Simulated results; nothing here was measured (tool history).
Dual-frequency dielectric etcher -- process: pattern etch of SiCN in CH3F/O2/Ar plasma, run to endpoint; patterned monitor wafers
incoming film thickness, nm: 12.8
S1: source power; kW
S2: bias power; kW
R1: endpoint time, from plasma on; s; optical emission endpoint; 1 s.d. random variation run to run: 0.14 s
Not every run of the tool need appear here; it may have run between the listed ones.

| run | hour | S1 | S2 | R1 |
|---|---|---|---|---|
| 1 | 0 | 0.31 | 0.07 | 38.542 |
| 2 | 8.9 | 0.34 | 0.071 | 36.184 |
| 3 | 9.5 | 0.29 | 0.071 | 40.12 |
| 4 | 12.4 | 0.27 | 0.071 | 41.637 |
|  | 19.2 | bias power generator calibrated |
| 5 | 19.2 | 0.3 | 0.072 | 38.588 |
| 6 | 26.5 | 0.27 | 0.072 | 40.784 |
| 7 | 30.7 | 0.3 | 0.073 | 38.23 |

Estimate the outcome of run 8 from the log above:
| 8 | 34.2 | 0.32 | 0.073 | ? |

R1: 36.958 s
